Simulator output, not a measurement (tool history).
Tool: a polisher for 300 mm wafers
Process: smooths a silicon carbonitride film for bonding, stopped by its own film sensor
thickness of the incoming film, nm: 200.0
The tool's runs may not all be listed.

run	day	flow of slurry (ml/min)	pressure of the wafer on the pad (kPa)	speed of the pad under the wafer (cm/s)	abrasive content of the slurry	target thickness at which the film sensor stops the polish (angstrom)	time until the film sensor stopped the polish (s)
1	0.000	170	16.5	78	1.00	1860	44.526
2	0.200	170	15.2	78	1.00	1860	48.144
3	0.367	170	14.5	78	1.00	1860	50.391
4	0.704	170	13.8	78	1.00	1860	52.021
5	1.000	170	13.8	94	1.00	1860	47.370
6	1.033	170	13.8	94	1.15	1860	43.623
7	1.058	170	12.4	92	1.15	1860	49.670
8	1.250	170	11.7	92	1.15	1860	51.048

Run 9 comes next. What will it give?
9	1.312	170	11.0	92	1.15	1860	?

{"run 9": {"time until the film sensor stopped the polish (s)": 54.724}}

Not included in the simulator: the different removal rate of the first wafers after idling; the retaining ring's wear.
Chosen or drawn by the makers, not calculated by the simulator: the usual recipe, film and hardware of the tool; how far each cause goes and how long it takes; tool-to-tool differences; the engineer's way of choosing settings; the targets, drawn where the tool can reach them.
